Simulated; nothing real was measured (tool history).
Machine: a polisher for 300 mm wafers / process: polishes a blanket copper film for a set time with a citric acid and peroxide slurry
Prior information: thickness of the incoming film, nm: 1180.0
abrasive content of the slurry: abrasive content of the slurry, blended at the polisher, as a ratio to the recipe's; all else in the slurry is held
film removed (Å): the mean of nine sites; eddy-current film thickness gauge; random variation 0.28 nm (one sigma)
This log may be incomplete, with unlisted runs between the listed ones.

run  hour  flow of slurry (ml/min)  pressure of the wafer on the pad (kPa)  speed of the pad under the wafer (cm/s)  abrasive content of the slurry  polishing time (s)  film removed (Å)
  1   0.0                      195                                    25.5                                       78                             1.0                  40            976.49
  2   0.8                      195                                    30.3                                       78                             1.0                  40           1159.10
  3   8.0                      190                                    26.9                                       74                             1.0                  40            964.65
  4   8.8                      185                                    24.1                                       72                             1.0                  40            855.82
  5  13.5                      180                                    22.1                                       68                             1.0                  40            740.44
  6  19.3                      210                                    22.1                                       68                             1.0                  40            751.83
  7  22.2                      210                                    20.0                                       66                             1.0                  40            669.16
  8  29.3                      210                                    18.6                                       64                             1.0                  40            606.68

Forecast run 9:
  9  37.9                      210                                    17.2                                       64                             1.0                  40                 ?

film removed (Å): 564.31
